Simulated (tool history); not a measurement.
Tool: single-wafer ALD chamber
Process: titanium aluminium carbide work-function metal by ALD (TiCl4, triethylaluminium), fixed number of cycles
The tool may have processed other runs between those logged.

| run | hour | heater temperature setpoint (K) | triethylaluminium pulse time (s) | mean film thickness on the monitor wafer (nm) |
|---|---|---|---|---|
| 1 | 0 | 588.15 | 9.97 | 2.2386 |
| 2 | 2.7 | 597.15 | 9.97 | 2.3246 |
| 3 | 9.5 | 606.15 | 9.97 | 2.4252 |
| 4 | 16.1 | 599.15 | 9.3 | 2.337 |
| 5 | 20.8 | 594.15 | 8.72 | 2.2667 |
| 6 | 22 | 590.15 | 8.28 | 2.2238 |
| 7 | 24.6 | 586.15 | 7.88 | 2.1613 |
| 8 | 33.3 | 584.15 | 7.65 | 2.1329 |

Expected results for the next run?
| 9 | 38.1 | 584.15 | 7.65 | ? |

{"run 9": {"mean film thickness on the monitor wafer (nm)": 2.1393}}
